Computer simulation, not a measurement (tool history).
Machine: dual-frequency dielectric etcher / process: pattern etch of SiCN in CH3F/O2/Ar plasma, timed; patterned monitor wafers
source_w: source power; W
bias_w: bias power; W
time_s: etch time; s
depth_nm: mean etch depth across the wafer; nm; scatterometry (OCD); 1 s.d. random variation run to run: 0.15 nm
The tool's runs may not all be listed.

run,hour,source_w,bias_w,time_s,depth_nm
1,0.0,550,58,76.0,33.627
2,8.9,550,58,76.0,34.165
3,11.6,590,58,76.0,34.474
4,19.7,650,58,76.0,36.790
5,25.4,650,54,76.0,35.713
6,29.1,610,53,76.0,34.457
7,37.4,580,52,76.0,33.686
8,41.8,550,51,76.0,32.237
9,48.4,530,51,76.0,32.060
10,54.8,510,51,76.0,31.304
11,55.8,490,51,76.0,30.520

Forecast run 12:
12,57.5,480,51,76.0,?

Logged for run 12: depth_nm 30.241 nm.
